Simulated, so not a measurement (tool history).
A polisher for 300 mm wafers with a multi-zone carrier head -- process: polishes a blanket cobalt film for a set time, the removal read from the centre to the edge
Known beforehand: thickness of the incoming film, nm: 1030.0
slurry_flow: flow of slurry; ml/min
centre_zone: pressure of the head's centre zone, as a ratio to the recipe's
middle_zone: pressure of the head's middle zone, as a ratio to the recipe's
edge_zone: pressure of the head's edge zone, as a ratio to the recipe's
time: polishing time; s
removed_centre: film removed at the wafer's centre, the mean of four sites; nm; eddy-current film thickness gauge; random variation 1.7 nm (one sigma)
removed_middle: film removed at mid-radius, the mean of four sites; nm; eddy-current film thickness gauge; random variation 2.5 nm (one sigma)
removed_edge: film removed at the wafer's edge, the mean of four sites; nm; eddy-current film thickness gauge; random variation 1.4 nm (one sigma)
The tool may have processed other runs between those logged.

run 1 hour=0.0 | slurry_flow=235 centre_zone=1.00 middle_zone=1.00 edge_zone=1.00 time=49 | removed_centre=305.73 removed_middle=309.55 removed_edge=301.82
run 2 hour=4.9 | slurry_flow=205 centre_zone=1.00 middle_zone=1.00 edge_zone=1.00 time=49 | removed_centre=298.34 removed_middle=299.34 removed_edge=299.25
run 3 hour=7.7 | slurry_flow=205 centre_zone=0.96 middle_zone=1.00 edge_zone=0.97 time=43 | removed_centre=251.40 removed_middle=264.84 removed_edge=256.95
run 4 hour=16.2 | slurry_flow=205 centre_zone=0.96 middle_zone=1.00 edge_zone=1.03 time=43 | removed_centre=250.87 removed_middle=264.21 removed_edge=270.09
run 5 hour=18.0 | slurry_flow=255 centre_zone=0.96 middle_zone=1.00 edge_zone=1.03 time=43 | removed_centre=259.35 removed_middle=269.58 removed_edge=273.44
run 6 hour=24.5 | slurry_flow=255 centre_zone=0.96 middle_zone=1.00 edge_zone=1.08 time=43 | removed_centre=258.46 removed_middle=264.71 removed_edge=282.90
run 7 hour=25.2 | slurry_flow=250 centre_zone=0.93 middle_zone=0.99 edge_zone=1.03 time=39 | removed_centre=225.17 removed_middle=244.18 removed_edge=249.28
run 8 hour=27.1 | slurry_flow=245 centre_zone=0.91 middle_zone=0.96 edge_zone=0.99 time=36 | removed_centre=204.01 removed_middle=218.10 removed_edge=223.46

Expected results for the next run?
run 9 hour=30.6 | slurry_flow=240 centre_zone=0.89 middle_zone=0.95 edge_zone=0.95 time=34 | removed_centre=? removed_middle=? removed_edge=?

{"run 9": {"removed_centre": 185.8, "removed_middle": 205.98, "removed_edge": 203.11}}

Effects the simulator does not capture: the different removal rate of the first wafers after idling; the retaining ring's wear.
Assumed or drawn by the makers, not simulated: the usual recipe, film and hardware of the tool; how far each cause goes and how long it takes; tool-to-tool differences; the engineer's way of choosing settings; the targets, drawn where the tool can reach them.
